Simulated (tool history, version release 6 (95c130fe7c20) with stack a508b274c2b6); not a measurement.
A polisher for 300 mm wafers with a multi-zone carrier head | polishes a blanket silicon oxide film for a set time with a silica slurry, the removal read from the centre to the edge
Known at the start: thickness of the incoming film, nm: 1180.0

run    day  flow of slurry (ml/min)  pressure of the head's centre zone  pressure of the head's middle zone  pressure of the head's edge zone  abrasive content of the slurry  polishing time (s)  film removed at the wafer's centre (Å)  film removed at mid-radius (Å)  film removed at the wafer's edge (Å)
  1      0                      240                                   1                                   1                                 1                               1                  65                                  2135.1                          2110.5                                2187.3
  2  0.308                      240                                   1                                   1                                 1                               1                  78                                  2570.5                          2502.1                                2608.1
  3  0.625                      235                                1.01                                0.96                              0.97                            0.85                  67                                  2113.9                          1982.7                                2084.2
  4  0.829                      235                                0.96                                0.96                              0.97                            0.85                  67                                  1994.6                          1992.8                                2096.4
  5  0.921                      235                                0.96                                0.96                              1.03                            0.85                  67                                  1995.7                          1955.4                                2138.4
  6  0.988                      235                                0.96                                0.96                              1.03                             0.8                  67                                  1951.2                          1879.9                                2103.6
  7  1.079                      245                                1.03                                 0.9                              0.93                            0.55                  49                                  1333.5                          1200.4                                1312.8
  8    1.4                      240                                1.04                                0.88                              0.91                            0.55                  46                                  1266.6                          1050.2                                1191.1
  9  1.692                      230                                1.03                                0.87                              0.89                            0.55                  46                                    1251                          1090.8                                1163.6
 10  1.871                      230                                1.03                                0.86                              0.89                            0.55                  45                                  1221.1                          1031.3                                1171.3
 11  1.912                      225                                1.03                                0.85                              0.87                            0.55                  45                                  1221.3                          1011.7                                1149.7
 12  1.958                      220                                1.02                                0.84                              0.86                            0.55                  45                                  1204.5                          965.86                                1138.2

Run 13 comes next. What will it give?
 13  2.038                      215                                1.02                                0.85                              0.85                            0.55                  45                                       ?                               ?                                     ?

{"run 13": {"film removed at the wafer's centre (Å)": 1212.5, "film removed at mid-radius (Å)": 995.99, "film removed at the wafer's edge (Å)": 1133.7}}
